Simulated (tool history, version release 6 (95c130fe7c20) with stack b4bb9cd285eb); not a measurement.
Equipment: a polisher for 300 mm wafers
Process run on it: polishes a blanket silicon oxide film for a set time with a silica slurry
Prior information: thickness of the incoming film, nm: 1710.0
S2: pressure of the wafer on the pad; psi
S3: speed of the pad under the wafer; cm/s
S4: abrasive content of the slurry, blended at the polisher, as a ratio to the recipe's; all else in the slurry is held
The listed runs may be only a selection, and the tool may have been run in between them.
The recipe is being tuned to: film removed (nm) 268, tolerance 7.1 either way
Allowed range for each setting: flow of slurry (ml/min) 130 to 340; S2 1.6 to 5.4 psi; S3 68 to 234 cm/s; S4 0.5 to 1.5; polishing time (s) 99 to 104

run 1 hour=0 | flow_of_slurry_(ml/min)=220 S2=3.5 S3=150 S4=1 polishing_time_(s)=99 | film_removed_(nm)=335.57
run 2 hour=6.1 | flow_of_slurry_(ml/min)=215 S2=3.3 S3=150 S4=1 polishing_time_(s)=99 | film_removed_(nm)=318.69
run 3 hour=13.2 | flow_of_slurry_(ml/min)=215 S2=3.3 S3=150 S4=1.2 polishing_time_(s)=99 | film_removed_(nm)=346.69
run 4 hour=14.7 | flow_of_slurry_(ml/min)=210 S2=3.1 S3=150 S4=1.2 polishing_time_(s)=99 | film_removed_(nm)=327.17
run 5 hour=22.9 | flow_of_slurry_(ml/min)=210 S2=2.9 S3=150 S4=1.2 polishing_time_(s)=99 | film_removed_(nm)=309.64
run 6 hour=27 | flow_of_slurry_(ml/min)=205 S2=2.8 S3=150 S4=1.2 polishing_time_(s)=99 | film_removed_(nm)=297.63
run 7 hour=31.7 | flow_of_slurry_(ml/min)=200 S2=2.7 S3=150 S4=1.2 polishing_time_(s)=99 | film_removed_(nm)=284.08
run 8 hour=34.9 | flow_of_slurry_(ml/min)=190 S2=2.7 S3=150 S4=1.2 polishing_time_(s)=99 | film_removed_(nm)=284.56

Exactly one of the 5 candidate moves below puts every result within its allowed miss. Which one?
run A hour=38.1 | flow_of_slurry_(ml/min)=180 S2=3.2 S3=102 S4=1.35 polishing_time_(s)=104 | film_removed_(nm)=?
run B hour=38.1 | flow_of_slurry_(ml/min)=190 S2=2.4 S3=162 S4=1.4 polishing_time_(s)=104 | film_removed_(nm)=?
run C hour=38.1 | flow_of_slurry_(ml/min)=230 S2=2 S3=188 S4=1.4 polishing_time_(s)=103 | film_removed_(nm)=?
run D hour=38.1 | flow_of_slurry_(ml/min)=150 S2=2.5 S3=168 S4=1.3 polishing_time_(s)=100 | film_removed_(nm)=?
run E hour=38.1 | flow_of_slurry_(ml/min)=185 S2=3 S3=130 S4=1.25 polishing_time_(s)=101 | film_removed_(nm)=?

move=A film_removed_(nm)=265.35
move=B film_removed_(nm)=301.53
move=C film_removed_(nm)=293.06
move=D film_removed_(nm)=288.15
move=E film_removed_(nm)=286.74
A: all results land within tolerance of their targets
B: the biggest miss grows against the last run
C: the biggest miss grows against the last run
D: the biggest miss grows against the last run
E: the biggest miss grows against the last run
Move A is the one to make.
